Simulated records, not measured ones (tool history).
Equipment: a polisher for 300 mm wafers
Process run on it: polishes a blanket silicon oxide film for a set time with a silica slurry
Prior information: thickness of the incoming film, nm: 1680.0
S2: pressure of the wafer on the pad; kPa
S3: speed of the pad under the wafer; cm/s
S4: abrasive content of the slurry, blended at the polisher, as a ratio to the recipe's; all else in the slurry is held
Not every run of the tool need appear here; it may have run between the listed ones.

Run 1, hour 0.0: flow of slurry (ml/min) 280, S2 36.5 kPa, S3 122 cm/s, S4 1.0, polishing time (s) 43. Result: film removed (nm) 203.99.
Run 2, hour 3.8: flow of slurry (ml/min) 280, S2 33.8 kPa, S3 122 cm/s, S4 1.0, polishing time (s) 43. Result: film removed (nm) 190.46.
Run 3, hour 5.8: flow of slurry (ml/min) 280, S2 31.7 kPa, S3 120 cm/s, S4 1.0, polishing time (s) 43. Result: film removed (nm) 180.71.
Run 4, hour 6.4: flow of slurry (ml/min) 320, S2 31.7 kPa, S3 120 cm/s, S4 1.0, polishing time (s) 43. Result: film removed (nm) 181.00.
Run 5, hour 11.4: flow of slurry (ml/min) 320, S2 31.7 kPa, S3 146 cm/s, S4 1.0, polishing time (s) 43. Result: film removed (nm) 206.99.
Run 6, hour 12.2: flow of slurry (ml/min) 320, S2 29.6 kPa, S3 142 cm/s, S4 1.0, polishing time (s) 43. Result: film removed (nm) 186.76.
Run 7, hour 21.0: flow of slurry (ml/min) 320, S2 28.3 kPa, S3 140 cm/s, S4 1.0, polishing time (s) 43. Result: film removed (nm) 183.52.
Run 8, hour 25.4: flow of slurry (ml/min) 320, S2 26.9 kPa, S3 136 cm/s, S4 1.0, polishing time (s) 43. Result: film removed (nm) 170.42.

Run 9 comes next. What will it give?
Run 9, hour 30.9: flow of slurry (ml/min) 320, S2 16.5 kPa, S3 118 cm/s, S4 1.0, polishing time (s) 43. Result: film removed (nm) ?.

{"run 9": {"film removed (nm)": 105.87}}

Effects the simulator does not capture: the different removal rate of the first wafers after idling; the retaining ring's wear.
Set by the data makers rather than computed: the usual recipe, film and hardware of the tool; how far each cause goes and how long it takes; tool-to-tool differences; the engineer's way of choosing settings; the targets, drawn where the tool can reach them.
